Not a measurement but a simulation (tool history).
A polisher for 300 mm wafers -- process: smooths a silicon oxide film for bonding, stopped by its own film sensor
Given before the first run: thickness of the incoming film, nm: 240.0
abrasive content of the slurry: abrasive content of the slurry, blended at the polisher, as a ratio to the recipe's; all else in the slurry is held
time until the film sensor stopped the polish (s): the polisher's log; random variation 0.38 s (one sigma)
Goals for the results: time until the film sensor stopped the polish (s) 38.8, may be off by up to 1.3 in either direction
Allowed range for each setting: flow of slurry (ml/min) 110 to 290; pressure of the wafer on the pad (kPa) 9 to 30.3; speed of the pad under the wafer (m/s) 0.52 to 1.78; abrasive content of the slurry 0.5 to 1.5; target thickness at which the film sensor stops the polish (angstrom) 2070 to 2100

| run | hour | flow of slurry (ml/min) | pressure of the wafer on the pad (kPa) | speed of the pad under the wafer (m/s) | abrasive content of the slurry | target thickness at which the film sensor stops the polish (angstrom) | time until the film sensor stopped the polish (s) |
|---|---|---|---|---|---|---|---|
| 1 | 0 | 185 | 19.3 | 1.14 | 1 | 2070 | 28.195 |
| 2 | 6.4 | 185 | 23.4 | 1.14 | 1 | 2070 | 23.807 |
| 3 | 13 | 185 | 20.7 | 1.14 | 1 | 2070 | 26.845 |
| 4 | 13.6 | 185 | 20.7 | 0.98 | 1 | 2070 | 29.107 |
| 5 | 22.2 | 185 | 20.7 | 0.98 | 1 | 2070 | 28.903 |
| 6 | 25.9 | 185 | 20.7 | 0.8 | 1 | 2070 | 31.176 |
| 7 | 28.4 | 185 | 20 | 0.8 | 1 | 2070 | 32.521 |
| 8 | 30.1 | 185 | 20 | 0.8 | 1 | 2070 | 32.476 |
| 9 | 31.5 | 185 | 19.3 | 0.8 | 1 | 2070 | 33.636 |
| 10 | 35.8 | 185 | 18.6 | 0.8 | 1 | 2070 | 34.611 |
| 11 | 39.9 | 185 | 17.9 | 0.8 | 1 | 2070 | 36.048 |

Which of these 5 next moves meets every target?
| A | 44 | 210 | 18.6 | 0.7 | 1.05 | 2070 | ? |
| B | 44 | 190 | 18.6 | 0.76 | 0.85 | 2070 | ? |
| C | 44 | 250 | 15.2 | 0.86 | 1.4 | 2100 | ? |
| D | 44 | 170 | 14.5 | 0.68 | 1.15 | 2090 | ? |
| E | 44 | 170 | 16.5 | 0.92 | 1.25 | 2090 | ? |

| move | time until the film sensor stopped the polish (s) |
|---|---|
| A | 34.852 |
| B | 38.322 |
| C | 30.56 |
| D | 41.722 |
| E | 31.184 |
A: further off than the last run
B: all results land within tolerance of their targets
C: further off than the last run
D: carries the result that was furthest off beyond its target, to the other side
E: further off than the last run
B is the move that brings every result within its allowed miss.

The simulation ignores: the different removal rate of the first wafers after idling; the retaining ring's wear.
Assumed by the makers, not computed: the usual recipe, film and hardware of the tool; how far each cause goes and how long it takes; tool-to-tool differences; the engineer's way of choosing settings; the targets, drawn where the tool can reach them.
